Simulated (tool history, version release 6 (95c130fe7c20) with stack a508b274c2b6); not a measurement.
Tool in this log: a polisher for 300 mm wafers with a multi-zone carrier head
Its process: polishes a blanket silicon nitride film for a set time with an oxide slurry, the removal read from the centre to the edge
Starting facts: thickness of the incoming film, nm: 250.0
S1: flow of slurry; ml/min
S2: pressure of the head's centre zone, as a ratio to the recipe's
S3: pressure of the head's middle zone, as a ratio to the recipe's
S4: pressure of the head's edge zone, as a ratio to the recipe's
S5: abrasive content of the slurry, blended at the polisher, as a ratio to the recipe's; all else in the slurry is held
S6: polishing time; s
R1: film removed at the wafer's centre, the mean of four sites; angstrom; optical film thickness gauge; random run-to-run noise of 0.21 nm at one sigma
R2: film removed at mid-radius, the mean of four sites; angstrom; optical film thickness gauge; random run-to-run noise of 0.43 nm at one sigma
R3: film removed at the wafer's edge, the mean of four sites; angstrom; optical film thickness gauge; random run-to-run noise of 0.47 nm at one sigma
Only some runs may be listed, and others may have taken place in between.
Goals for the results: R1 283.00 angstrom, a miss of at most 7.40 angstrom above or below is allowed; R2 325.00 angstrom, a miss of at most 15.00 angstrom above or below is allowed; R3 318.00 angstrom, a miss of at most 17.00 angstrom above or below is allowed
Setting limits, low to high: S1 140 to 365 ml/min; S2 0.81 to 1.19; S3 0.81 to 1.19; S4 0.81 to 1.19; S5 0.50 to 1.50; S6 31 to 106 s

run    day   S1    S2    S3    S4    S5  S6      R1      R2      R3
  1  0.000  235  1.00  1.00  1.00  1.00  68  452.87  427.95  447.40
  2  0.288  230  0.98  1.00  0.99  0.95  68  429.76  430.31  424.61
  3  0.483  230  0.98  1.00  0.99  0.95  53  335.11  337.92  324.37
  4  0.717  225  0.97  1.00  1.00  0.95  53  331.09  334.41  338.02
  5  1.012  225  0.97  1.00  0.94  0.95  53  329.12  336.35  333.12
  6  1.171  225  0.96  1.00  0.94  0.95  53  326.69  332.45  338.06
  7  1.308  225  0.95  1.00  0.94  0.95  53  322.73  334.30  335.18
  8  1.592  225  0.94  1.00  0.94  0.95  53  324.36  331.86  328.52
  9  1.612  215  0.93  1.00  0.94  0.95  53  318.56  327.86  326.93
 10  1.925  175  0.83  1.03  0.92  0.95  53  271.94  332.62  316.74

Which of these 4 next moves meets every target?
  A  2.238  260  0.81  1.02  1.05  0.90  50   ?   ?   ?
  B  2.238  190  0.82  1.06  0.92  0.85  54   ?   ?   ?
  C  2.238  190  0.85  1.12  0.85  0.95  52   ?   ?   ?
  D  2.238  170  0.88  1.02  0.93  0.95  52   ?   ?   ?

move      R1      R2      R3
   A  259.24  318.49  307.97
   B  266.65  335.44  305.69
   C  279.51  355.25  302.84
   D  285.06  323.68  306.90
A: misses by more than the last run did
B: misses by more than the last run did
C: the worst result of the last run now meets its target, but another is out of spec
D: all results land within tolerance of their targets
So the answer is move D, the one that meets all the targets.
